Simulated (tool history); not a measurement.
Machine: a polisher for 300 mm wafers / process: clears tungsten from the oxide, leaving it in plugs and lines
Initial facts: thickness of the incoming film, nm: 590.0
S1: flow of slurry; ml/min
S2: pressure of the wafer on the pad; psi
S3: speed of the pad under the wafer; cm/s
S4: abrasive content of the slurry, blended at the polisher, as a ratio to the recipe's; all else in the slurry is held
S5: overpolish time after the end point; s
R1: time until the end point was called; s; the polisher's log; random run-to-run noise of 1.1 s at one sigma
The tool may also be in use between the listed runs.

| run | hour | S1 | S2 | S3 | S4 | S5 | R1 |
|---|---|---|---|---|---|---|---|
| 1 | 0.0 | 285 | 4.7 | 108 | 1.0 | 10 | 89.289 |
| 2 | 0.9 | 285 | 4.7 | 118 | 1.0 | 10 | 82.064 |
| 3 | 5.2 | 320 | 4.7 | 118 | 1.0 | 10 | 80.613 |
| 4 | 10.1 | 320 | 4.7 | 118 | 1.0 | 9 | 81.357 |
| 5 | 11.6 | 320 | 4.2 | 118 | 1.0 | 9 | 85.397 |
| 6 | 16.9 | 320 | 4.2 | 102 | 1.0 | 9 | 99.898 |
| 7 | 22.4 | 310 | 3.8 | 102 | 1.0 | 9 | 104.800 |
| 8 | 25.2 | 305 | 3.4 | 102 | 1.0 | 9 | 111.490 |

Run 9, settings as shown, results not yet in. Your forecast:
| 9 | 33.8 | 300 | 3.2 | 102 | 1.0 | 9 | ? |

{"run 9": {"R1": 116.74}}
